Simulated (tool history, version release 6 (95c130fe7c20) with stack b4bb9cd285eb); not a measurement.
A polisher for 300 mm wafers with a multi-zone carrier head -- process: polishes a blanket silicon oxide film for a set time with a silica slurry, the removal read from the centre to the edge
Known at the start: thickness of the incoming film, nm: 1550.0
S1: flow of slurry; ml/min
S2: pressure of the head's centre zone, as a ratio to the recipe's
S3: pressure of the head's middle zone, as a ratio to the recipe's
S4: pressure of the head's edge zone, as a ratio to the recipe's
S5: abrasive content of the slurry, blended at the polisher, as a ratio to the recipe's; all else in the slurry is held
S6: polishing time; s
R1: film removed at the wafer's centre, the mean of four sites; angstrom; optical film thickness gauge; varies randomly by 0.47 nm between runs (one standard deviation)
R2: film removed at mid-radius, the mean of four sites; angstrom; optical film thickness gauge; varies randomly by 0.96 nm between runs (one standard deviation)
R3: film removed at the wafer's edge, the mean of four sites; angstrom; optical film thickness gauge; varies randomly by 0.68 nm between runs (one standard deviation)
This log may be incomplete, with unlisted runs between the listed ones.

run	day	S1	S2	S3	S4	S5	S6	R1	R2	R3
1	0	220	1	1	1	1	47	1306.6	1331.4	1288.5
2	0.192	220	1	1.05	1	1	47	1323.5	1407.5	1273
3	0.229	220	1	1.13	1	1	47	1319	1464.3	1277.1
4	0.6	220	1.03	1.13	1	1	47	1344.1	1433.6	1271.3
5	0.888	220	1.03	1.05	1	1	47	1357.1	1364.6	1266.1
6	1.017	220	1.03	1.05	1.06	1	47	1350.8	1377.2	1309.9
7	1.254	210	1.01	1.02	1.07	0.95	46	1246.7	1245.7	1257.5
8	1.6	205	0.99	1.01	1.06	0.9	45	1160.4	1184	1160.8
9	1.646	195	0.97	0.99	1.07	0.85	45	1095.7	1115.8	1137.5
10	1.971	190	0.95	0.98	1.07	0.8	45	1018.9	1051.5	1087.7
11	2.233	185	0.93	0.96	1.06	0.75	45	957.59	987.89	1030.5
12	2.567	180	0.91	0.95	1.05	0.75	45	926.37	964.77	1010.4
13	2.642	140	0.81	0.85	1.02	0.55	45	602.49	650.37	754
14	2.771	160	0.81	0.85	1.02	0.55	45	629.6	674.54	755.01

Run 15 has not been measured yet. What should we expect?
15	2.883	160	0.81	0.85	1.02	0.55	45	?	?	?

{"run 15": {"R1": 626.24, "R2": 673.46, "R3": 772.92}}
